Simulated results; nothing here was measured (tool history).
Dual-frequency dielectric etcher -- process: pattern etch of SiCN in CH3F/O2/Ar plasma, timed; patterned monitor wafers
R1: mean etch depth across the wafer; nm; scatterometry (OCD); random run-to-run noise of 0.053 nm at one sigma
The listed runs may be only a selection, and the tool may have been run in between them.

{"run": 1, "hour": 0.0, "source power (W)": 310, "bias power (W)": 80, "etch time (s)": 50.5, "R1": 18.062}
{"run": 2, "hour": 1.5, "source power (W)": 330, "bias power (W)": 81, "etch time (s)": 50.5, "R1": 18.448}
{"run": 3, "hour": 2.1, "source power (W)": 350, "bias power (W)": 82, "etch time (s)": 50.5, "R1": 18.856}
{"run": 4, "hour": 9.4, "source power (W)": 360, "bias power (W)": 83, "etch time (s)": 50.5, "R1": 19.12}
{"run": 5, "hour": 11.0, "source power (W)": 370, "bias power (W)": 84, "etch time (s)": 50.5, "R1": 19.366}
{"run": 6, "hour": 14.8, "source power (W)": 330, "bias power (W)": 84, "etch time (s)": 50.5, "R1": 18.655}
{"run": 7, "hour": 23.7, "source power (W)": 350, "bias power (W)": 85, "etch time (s)": 50.5, "R1": 19.047}

Run 8 has not been measured yet. What should we expect?
{"run": 8, "hour": 27.8, "source power (W)": 410, "bias power (W)": 90, "etch time (s)": 50.5, "R1": "?"}

Run 8 produced R1 20.323 nm.
